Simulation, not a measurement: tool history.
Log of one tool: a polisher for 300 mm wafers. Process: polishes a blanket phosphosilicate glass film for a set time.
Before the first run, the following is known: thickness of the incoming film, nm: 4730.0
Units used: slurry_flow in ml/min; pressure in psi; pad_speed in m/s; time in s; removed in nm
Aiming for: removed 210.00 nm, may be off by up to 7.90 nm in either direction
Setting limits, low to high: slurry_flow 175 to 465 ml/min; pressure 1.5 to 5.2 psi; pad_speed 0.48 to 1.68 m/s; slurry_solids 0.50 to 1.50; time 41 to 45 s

run  hour  slurry_flow  pressure  pad_speed  slurry_solids  time  removed
  1   0.0          295       3.3       1.08           1.00    45   361.13
  2   6.3          295       2.8       1.08           1.00    45   325.21
  3   9.0          295       2.5       1.04           1.00    45   280.65
  4  10.4          295       2.5       1.26           1.00    45   323.89
  5  17.1          320       2.5       1.26           1.00    45   330.47
  6  25.0          315       2.2       1.20           1.00    45   285.79
  7  28.2          315       2.0       1.16           1.00    45   253.20
  8  32.5          315       1.9       1.16           1.00    45   249.99
  9  38.5          315       1.8       1.14           1.00    45   227.21
 10  39.1          315       1.7       1.14           1.00    45   221.48

Next run, 5 choices. One meets every target within its allowed miss, the rest don't. Which?
  A  39.7          280       1.9       1.04           0.90    42        ?
  B  39.7          380       2.2       1.06           0.85    43        ?
  C  39.7          310       1.6       1.14           1.40    41        ?
  D  39.7          330       1.9       1.22           0.90    45        ?
  E  39.7          300       1.8       1.08           1.05    41        ?

move  removed
   A   194.36
   B   223.13
   C   229.78
   D   236.86
   E   208.31
A: pushes the last run's worst result past its target
B: its largest miss is bigger than the last run's
C: its largest miss is bigger than the last run's
D: its largest miss is bigger than the last run's
E: hits every target within its allowed miss
The right move is E.
